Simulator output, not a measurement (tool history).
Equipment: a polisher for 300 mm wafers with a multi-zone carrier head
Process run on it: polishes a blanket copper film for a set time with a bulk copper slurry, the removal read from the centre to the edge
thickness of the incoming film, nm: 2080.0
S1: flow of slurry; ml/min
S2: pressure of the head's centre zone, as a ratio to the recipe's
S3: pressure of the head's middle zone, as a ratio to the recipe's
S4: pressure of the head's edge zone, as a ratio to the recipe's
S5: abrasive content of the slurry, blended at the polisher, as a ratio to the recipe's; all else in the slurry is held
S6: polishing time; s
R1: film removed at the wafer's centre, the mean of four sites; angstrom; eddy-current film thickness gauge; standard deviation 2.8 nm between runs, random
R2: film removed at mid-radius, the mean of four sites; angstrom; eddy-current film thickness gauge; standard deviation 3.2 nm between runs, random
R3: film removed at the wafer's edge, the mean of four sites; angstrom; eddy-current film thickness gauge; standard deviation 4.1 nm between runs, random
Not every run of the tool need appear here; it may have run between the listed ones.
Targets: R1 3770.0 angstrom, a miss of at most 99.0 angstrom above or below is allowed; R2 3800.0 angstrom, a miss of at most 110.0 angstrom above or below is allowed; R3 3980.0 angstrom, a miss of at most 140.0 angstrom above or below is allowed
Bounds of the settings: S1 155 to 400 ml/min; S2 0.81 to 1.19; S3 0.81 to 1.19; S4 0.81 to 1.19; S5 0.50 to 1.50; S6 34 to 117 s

{"run": 1, "hour": 0.0, "S1": 255, "S2": 1.0, "S3": 1.0, "S4": 1.0, "S5": 1.0, "S6": 75, "R1": 6029.1, "R2": 6210.1, "R3": 6175.4}
{"run": 2, "hour": 1.6, "S1": 255, "S2": 1.0, "S3": 1.0, "S4": 1.0, "S5": 1.0, "S6": 64, "R1": 5171.8, "R2": 5157.8, "R3": 5286.5}
{"run": 3, "hour": 2.4, "S1": 255, "S2": 1.0, "S3": 1.0, "S4": 1.0, "S5": 1.0, "S6": 58, "R1": 4663.6, "R2": 4740.6, "R3": 4757.9}
{"run": 4, "hour": 3.7, "S1": 250, "S2": 0.99, "S3": 0.99, "S4": 0.99, "S5": 0.95, "S6": 58, "R1": 4562.3, "R2": 4605.6, "R3": 4718.6}
{"run": 5, "hour": 6.0, "S1": 250, "S2": 0.99, "S3": 0.99, "S4": 0.99, "S5": 1.15, "S6": 58, "R1": 4695.1, "R2": 4743.7, "R3": 4801.1}
{"run": 6, "hour": 13.5, "S1": 245, "S2": 0.98, "S3": 0.98, "S4": 0.97, "S5": 1.1, "S6": 58, "R1": 4641.2, "R2": 4771.2, "R3": 4768.5}
{"run": 7, "hour": 18.7, "S1": 245, "S2": 0.98, "S3": 0.97, "S4": 0.96, "S5": 1.05, "S6": 57, "R1": 4533.9, "R2": 4562.2, "R3": 4656.9}
{"run": 8, "hour": 19.6, "S1": 245, "S2": 0.98, "S3": 0.97, "S4": 0.95, "S5": 1.0, "S6": 57, "R1": 4445.6, "R2": 4465.9, "R3": 4671.7}
{"run": 9, "hour": 25.9, "S1": 245, "S2": 0.97, "S3": 0.97, "S4": 0.85, "S5": 0.75, "S6": 48, "R1": 3606.8, "R2": 3692.2, "R3": 3503.3}
{"run": 10, "hour": 32.3, "S1": 250, "S2": 0.97, "S3": 0.97, "S4": 0.86, "S5": 0.75, "S6": 48, "R1": 3578.5, "R2": 3689.1, "R3": 3506.6}
{"run": 11, "hour": 36.1, "S1": 250, "S2": 0.97, "S3": 0.97, "S4": 0.88, "S5": 0.75, "S6": 48, "R1": 3586.8, "R2": 3665.1, "R3": 3622.7}
{"run": 12, "hour": 38.5, "S1": 255, "S2": 0.97, "S3": 0.97, "S4": 0.89, "S5": 0.75, "S6": 48, "R1": 3658.1, "R2": 3669.0, "R3": 3677.7}
{"run": 13, "hour": 44.7, "S1": 260, "S2": 0.97, "S3": 0.97, "S4": 0.9, "S5": 0.75, "S6": 48, "R1": 3597.9, "R2": 3700.8, "R3": 3562.2}
{"run": 14, "hour": 52.1, "S1": 255, "S2": 0.97, "S3": 0.97, "S4": 0.91, "S5": 0.75, "S6": 48, "R1": 3592.9, "R2": 3683.2, "R3": 3644.7}
{"run": 15, "hour": 57.0, "S1": 255, "S2": 0.97, "S3": 0.97, "S4": 0.92, "S5": 0.75, "S6": 48, "R1": 3586.4, "R2": 3702.6, "R3": 3670.0}
{"run": 16, "hour": 65.8, "S1": 255, "S2": 0.97, "S3": 0.97, "S4": 0.93, "S5": 0.75, "S6": 48, "R1": 3621.3, "R2": 3692.3, "R3": 3677.3}
{"run": 17, "hour": 72.2, "S1": 255, "S2": 0.97, "S3": 0.97, "S4": 0.94, "S5": 0.75, "S6": 48, "R1": 3618.9, "R2": 3701.2, "R3": 3706.2}
{"hour": 77.3, "done": "slurry nozzle cleaned"}
{"run": 18, "hour": 77.3, "S1": 255, "S2": 0.97, "S3": 0.97, "S4": 0.95, "S5": 0.75, "S6": 48, "R1": 3756.6, "R2": 3803.4, "R3": 3808.4}
{"run": 19, "hour": 85.7, "S1": 250, "S2": 0.95, "S3": 0.95, "S4": 0.97, "S5": 0.75, "S6": 48, "R1": 3622.4, "R2": 3657.5, "R3": 3850.8}

5 candidate next runs follow, results not yet known. Just one meets every target within its allowed miss. Identify it.
{"run": "A", "hour": 94.1, "S1": 225, "S2": 0.93, "S3": 0.94, "S4": 0.89, "S5": 0.75, "S6": 48, "R1": "?", "R2": "?", "R3": "?"}
{"run": "B", "hour": 94.1, "S1": 235, "S2": 1.08, "S3": 1.03, "S4": 0.95, "S5": 0.6, "S6": 46, "R1": "?", "R2": "?", "R3": "?"}
{"run": "C", "hour": 94.1, "S1": 225, "S2": 0.95, "S3": 0.84, "S4": 0.96, "S5": 0.75, "S6": 50, "R1": "?", "R2": "?", "R3": "?"}
{"run": "D", "hour": 94.1, "S1": 230, "S2": 0.93, "S3": 0.91, "S4": 0.93, "S5": 0.95, "S6": 50, "R1": "?", "R2": "?", "R3": "?"}
{"run": "E", "hour": 94.1, "S1": 265, "S2": 0.95, "S3": 0.93, "S4": 0.99, "S5": 0.7, "S6": 47, "R1": "?", "R2": "?", "R3": "?"}

move=A R1=3520.9 R2=3642.1 R3=3620.9
move=B R1=3852.0 R2=3694.0 R3=3499.2
move=C R1=3744.4 R2=3455.7 R3=3912.0
move=D R1=3785.2 R2=3810.5 R3=3971.2
move=E R1=3563.5 R2=3568.3 R3=3747.3
A: lands further from the targets than the last run did
B: brings the last run's worst result on target, with another outside its allowed miss
C: brings the last run's worst result on target, with another outside its allowed miss
D: in spec on every target
E: lands further from the targets than the last run did
The move that meets every target is D.

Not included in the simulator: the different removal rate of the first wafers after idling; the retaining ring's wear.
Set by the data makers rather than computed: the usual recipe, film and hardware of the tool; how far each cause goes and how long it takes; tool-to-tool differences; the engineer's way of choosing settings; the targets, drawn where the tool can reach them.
